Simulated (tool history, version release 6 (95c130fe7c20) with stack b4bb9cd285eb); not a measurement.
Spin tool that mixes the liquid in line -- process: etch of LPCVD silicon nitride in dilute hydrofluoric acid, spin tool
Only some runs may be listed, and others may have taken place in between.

| run | hour | temperature setpoint of the liquid (°C) | parts of water to one part of 49 % hydrofluoric acid (parts by volume) | time under the liquid (s) | thickness taken off the LPCVD silicon nitride on a monitor wafer (nm) |
|---|---|---|---|---|---|
| 1 | 0 | 24 | 45 | 90 | 0.85935 |
| 2 | 7.8 | 24 | 45 | 70 | 0.68363 |
| 3 | 12.4 | 22.5 | 45 | 70 | 0.62649 |
| 4 | 17.3 | 22.5 | 40 | 70 | 0.67754 |
| 5 | 26 | 24.5 | 40 | 70 | 0.78108 |
| 6 | 32.2 | 24.5 | 25 | 70 | 1.2323 |
| 7 | 38.9 | 22.5 | 30 | 70 | 0.90002 |

What does the tool deliver on the next run?
| 8 | 43.1 | 18.5 | 40 | 70 | ? |

{"run 8": {"thickness taken off the LPCVD silicon nitride on a monitor wafer (nm)": 0.52557}}
